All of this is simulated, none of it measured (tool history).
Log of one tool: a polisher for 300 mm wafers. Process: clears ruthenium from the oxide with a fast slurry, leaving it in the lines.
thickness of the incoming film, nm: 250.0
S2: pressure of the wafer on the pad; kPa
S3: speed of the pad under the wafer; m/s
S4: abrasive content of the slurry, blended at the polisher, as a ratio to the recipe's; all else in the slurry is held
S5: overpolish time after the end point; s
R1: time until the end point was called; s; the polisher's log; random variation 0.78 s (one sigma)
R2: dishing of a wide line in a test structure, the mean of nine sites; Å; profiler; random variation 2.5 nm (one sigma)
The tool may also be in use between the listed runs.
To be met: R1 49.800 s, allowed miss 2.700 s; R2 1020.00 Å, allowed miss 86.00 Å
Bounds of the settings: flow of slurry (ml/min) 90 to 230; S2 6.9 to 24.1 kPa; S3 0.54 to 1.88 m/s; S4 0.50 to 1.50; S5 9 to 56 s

{"run": 1, "hour": 0.0, "flow of slurry (ml/min)": 150, "S2": 15.2, "S3": 1.2, "S4": 1.0, "S5": 29, "R1": 61.794, "R2": 718.6}
{"run": 2, "hour": 2.0, "flow of slurry (ml/min)": 150, "S2": 13.8, "S3": 1.2, "S4": 1.0, "S5": 29, "R1": 67.812, "R2": 720.94}
{"run": 3, "hour": 6.0, "flow of slurry (ml/min)": 150, "S2": 16.5, "S3": 1.2, "S4": 1.0, "S5": 29, "R1": 58.813, "R2": 733.27}
{"run": 4, "hour": 9.2, "flow of slurry (ml/min)": 150, "S2": 16.5, "S3": 1.2, "S4": 1.0, "S5": 25, "R1": 58.188, "R2": 675.7}
{"run": 5, "hour": 10.5, "flow of slurry (ml/min)": 150, "S2": 16.5, "S3": 0.98, "S4": 1.0, "S5": 25, "R1": 71.612, "R2": 601.32}
{"run": 6, "hour": 11.2, "flow of slurry (ml/min)": 135, "S2": 16.5, "S3": 0.98, "S4": 1.0, "S5": 25, "R1": 72.574, "R2": 616.32}
{"run": 7, "hour": 12.1, "flow of slurry (ml/min)": 135, "S2": 17.2, "S3": 1.0, "S4": 1.0, "S5": 28, "R1": 69.229, "R2": 677.23}
{"run": 8, "hour": 13.8, "flow of slurry (ml/min)": 135, "S2": 17.9, "S3": 1.0, "S4": 1.0, "S5": 30, "R1": 65.55, "R2": 697.71}
{"run": 9, "hour": 16.2, "flow of slurry (ml/min)": 135, "S2": 18.6, "S3": 1.02, "S4": 1.0, "S5": 33, "R1": 63.463, "R2": 812.7}
{"run": 10, "hour": 23.1, "flow of slurry (ml/min)": 135, "S2": 19.3, "S3": 1.02, "S4": 1.0, "S5": 34, "R1": 61.31, "R2": 829.04}
{"run": 11, "hour": 26.7, "flow of slurry (ml/min)": 135, "S2": 20.0, "S3": 1.02, "S4": 1.0, "S5": 35, "R1": 58.803, "R2": 869.44}
{"run": 12, "hour": 31.6, "flow of slurry (ml/min)": 135, "S2": 20.7, "S3": 1.02, "S4": 1.0, "S5": 36, "R1": 58.739, "R2": 853.17}
{"run": 13, "hour": 35.6, "flow of slurry (ml/min)": 135, "S2": 21.4, "S3": 1.02, "S4": 1.0, "S5": 37, "R1": 56.563, "R2": 884.54}
{"run": 14, "hour": 39.1, "flow of slurry (ml/min)": 135, "S2": 22.1, "S3": 1.02, "S4": 1.0, "S5": 38, "R1": 54.986, "R2": 936.95}

5 next moves are on the table. One of them brings every result within its allowed miss. Which?
{"run": "A", "hour": 42.6, "flow of slurry (ml/min)": 120, "S2": 24.1, "S3": 1.18, "S4": 1.0, "S5": 27, "R1": "?", "R2": "?"}
{"run": "B", "hour": 42.6, "flow of slurry (ml/min)": 150, "S2": 19.3, "S3": 1.26, "S4": 1.15, "S5": 24, "R1": "?", "R2": "?"}
{"run": "C", "hour": 42.6, "flow of slurry (ml/min)": 185, "S2": 22.8, "S3": 1.04, "S4": 1.0, "S5": 43, "R1": "?", "R2": "?"}
{"run": "D", "hour": 42.6, "flow of slurry (ml/min)": 140, "S2": 22.1, "S3": 1.22, "S4": 1.15, "S5": 34, "R1": "?", "R2": "?"}
{"run": "E", "hour": 42.6, "flow of slurry (ml/min)": 120, "S2": 22.8, "S3": 1.26, "S4": 1.05, "S5": 23, "R1": "?", "R2": "?"}

move=A R1=45.618 R2=813.05
move=B R1=45.745 R2=754.42
move=C R1=49.822 R2=994.96
move=D R1=42.864 R2=955.34
move=E R1=43.840 R2=754.42
A: takes the result that was furthest off past its target
B: takes the result that was furthest off past its target
C: meets every target
D: takes the result that was furthest off past its target
E: takes the result that was furthest off past its target
The right move is C.
